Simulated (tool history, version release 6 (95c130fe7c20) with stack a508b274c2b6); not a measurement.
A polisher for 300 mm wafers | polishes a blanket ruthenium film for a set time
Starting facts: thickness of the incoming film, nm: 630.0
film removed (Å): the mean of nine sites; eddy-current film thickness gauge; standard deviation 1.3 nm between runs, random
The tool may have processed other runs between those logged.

run	hour	flow of slurry (ml/min)	pressure of the wafer on the pad (kPa)	speed of the pad under the wafer (cm/s)	polishing time (s)	film removed (Å)
1	0.0	160	11.0	114	65	733.63
2	3.5	185	11.0	114	65	759.18
3	6.0	185	9.0	114	65	647.40
4	10.5	185	9.0	98	65	572.63
5	11.3	185	9.0	80	65	497.93
6	20.3	185	9.0	52	65	377.76
7	25.4	185	9.7	54	65	406.41
8	26.1	185	10.3	56	65	445.22
9	34.6	190	13.8	64	65	610.55

Run 10 comes next. What will it give?
10	38.9	190	14.5	66	65	?

{"run 10": {"film removed (Å)": 639.6}}

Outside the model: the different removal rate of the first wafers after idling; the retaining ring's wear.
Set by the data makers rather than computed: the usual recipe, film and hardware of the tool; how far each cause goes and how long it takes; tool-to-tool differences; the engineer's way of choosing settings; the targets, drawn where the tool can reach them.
